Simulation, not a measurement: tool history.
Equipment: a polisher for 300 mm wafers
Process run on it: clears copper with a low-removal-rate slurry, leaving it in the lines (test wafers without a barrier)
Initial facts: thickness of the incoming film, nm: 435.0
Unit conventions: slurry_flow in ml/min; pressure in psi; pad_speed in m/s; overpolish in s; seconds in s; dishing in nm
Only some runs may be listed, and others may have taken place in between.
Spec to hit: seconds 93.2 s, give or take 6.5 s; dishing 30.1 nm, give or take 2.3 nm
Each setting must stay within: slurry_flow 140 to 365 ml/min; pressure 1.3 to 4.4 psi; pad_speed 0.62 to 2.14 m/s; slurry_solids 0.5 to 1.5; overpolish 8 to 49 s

{"run": 1, "hour": 0.0, "slurry_flow": 235, "pressure": 2.8, "pad_speed": 1.38, "slurry_solids": 1, "overpolish": 25, "seconds": 117.62, "dishing": 54.252}
{"run": 2, "hour": 6.1, "slurry_flow": 235, "pressure": 2.7, "pad_speed": 1.46, "slurry_solids": 1, "overpolish": 21, "seconds": 116.71, "dishing": 45.123}
{"run": 3, "hour": 11.5, "slurry_flow": 290, "pressure": 2.7, "pad_speed": 1.46, "slurry_solids": 1, "overpolish": 21, "seconds": 112.92, "dishing": 46.904}
{"run": 4, "hour": 17.7, "slurry_flow": 290, "pressure": 2.7, "pad_speed": 1.46, "slurry_solids": 1.2, "overpolish": 21, "seconds": 109.29, "dishing": 49.032}
{"run": 5, "hour": 23.7, "slurry_flow": 290, "pressure": 2.7, "pad_speed": 1.56, "slurry_solids": 1.05, "overpolish": 18, "seconds": 103.24, "dishing": 42.656}
{"run": 6, "hour": 32.6, "slurry_flow": 290, "pressure": 2.7, "pad_speed": 1.6, "slurry_solids": 1.05, "overpolish": 16, "seconds": 106.38, "dishing": 40.843}
{"run": 7, "hour": 35.5, "slurry_flow": 305, "pressure": 2.7, "pad_speed": 1.7, "slurry_solids": 0.95, "overpolish": 14, "seconds": 104.09, "dishing": 37.124}
{"run": 8, "hour": 43.0, "slurry_flow": 355, "pressure": 3.1, "pad_speed": 1.88, "slurry_solids": 0.7, "overpolish": 8, "seconds": 84.871, "dishing": 26.625}

Exercise: of the 5 proposed moves below, exactly one satisfies all targets within the stated allowed misses. Which move is it?
{"run": "A", "hour": 50.5, "slurry_flow": 360, "pressure": 3, "pad_speed": 1.76, "slurry_solids": 0.8, "overpolish": 10, "seconds": "?", "dishing": "?"}
{"run": "B", "hour": 50.5, "slurry_flow": 365, "pressure": 3.6, "pad_speed": 2.14, "slurry_solids": 0.5, "overpolish": 8, "seconds": "?", "dishing": "?"}
{"run": "C", "hour": 50.5, "slurry_flow": 365, "pressure": 2.7, "pad_speed": 2.04, "slurry_solids": 0.5, "overpolish": 8, "seconds": "?", "dishing": "?"}
{"run": "D", "hour": 50.5, "slurry_flow": 340, "pressure": 3.5, "pad_speed": 2.14, "slurry_solids": 0.55, "overpolish": 8, "seconds": "?", "dishing": "?"}
{"run": "E", "hour": 50.5, "slurry_flow": 360, "pressure": 3.2, "pad_speed": 1.86, "slurry_solids": 0.7, "overpolish": 8, "seconds": "?", "dishing": "?"}

move=A seconds=87.85 dishing=30.57
move=B seconds=68.47 dishing=31.521
move=C seconds=94.323 dishing=23.28
move=D seconds=69.469 dishing=31.078
move=E seconds=80.983 dishing=26.938
A: meets every target
B: brings the last run's worst result on target, with another outside its allowed miss
C: moves away from the targets compared with the last run
D: brings the last run's worst result on target, with another outside its allowed miss
E: moves away from the targets compared with the last run
A meets every target.
